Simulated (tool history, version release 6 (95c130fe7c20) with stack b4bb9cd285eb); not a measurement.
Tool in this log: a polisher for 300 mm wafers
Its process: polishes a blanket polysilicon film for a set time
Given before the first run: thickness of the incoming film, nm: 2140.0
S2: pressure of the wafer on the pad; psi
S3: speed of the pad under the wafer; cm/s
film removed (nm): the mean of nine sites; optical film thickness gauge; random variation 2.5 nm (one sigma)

Run 1, day 0: flow of slurry (ml/min) 295, S2 2.2 psi, S3 122 cm/s, polishing time (s) 100. Result: film removed (nm) 744.49.
Run 2, day 0.292: flow of slurry (ml/min) 295, S2 2.7 psi, S3 122 cm/s, polishing time (s) 100. Result: film removed (nm) 903.47.
Run 3, day 0.55: flow of slurry (ml/min) 295, S2 2.7 psi, S3 110 cm/s, polishing time (s) 100. Result: film removed (nm) 828.16.
Run 4, day 0.612: flow of slurry (ml/min) 295, S2 2.7 psi, S3 110 cm/s, polishing time (s) 100. Result: film removed (nm) 834.94.
Run 5, day 0.829: flow of slurry (ml/min) 295, S2 2.2 psi, S3 110 cm/s, polishing time (s) 100. Result: film removed (nm) 683.3.
Run 6, day 1.042: flow of slurry (ml/min) 295, S2 2.8 psi, S3 110 cm/s, polishing time (s) 100. Result: film removed (nm) 858.78.
Run 7, day 1.129: flow of slurry (ml/min) 270, S2 2.2 psi, S3 100 cm/s, polishing time (s) 100. Result: film removed (nm) 638.01.
Run 8, day 1.504: flow of slurry (ml/min) 270, S2 2.1 psi, S3 100 cm/s, polishing time (s) 100. Result: film removed (nm) 609.24.
Run 9, day 1.596: flow of slurry (ml/min) 270, S2 2 psi, S3 100 cm/s, polishing time (s) 100. Result: film removed (nm) 586.68.

Run 10 comes next. What will it give?
Run 10, day 1.788: flow of slurry (ml/min) 270, S2 1.9 psi, S3 100 cm/s, polishing time (s) 100. Result: film removed (nm) ?.

For run 10 the tool returned film removed (nm) 555.62.

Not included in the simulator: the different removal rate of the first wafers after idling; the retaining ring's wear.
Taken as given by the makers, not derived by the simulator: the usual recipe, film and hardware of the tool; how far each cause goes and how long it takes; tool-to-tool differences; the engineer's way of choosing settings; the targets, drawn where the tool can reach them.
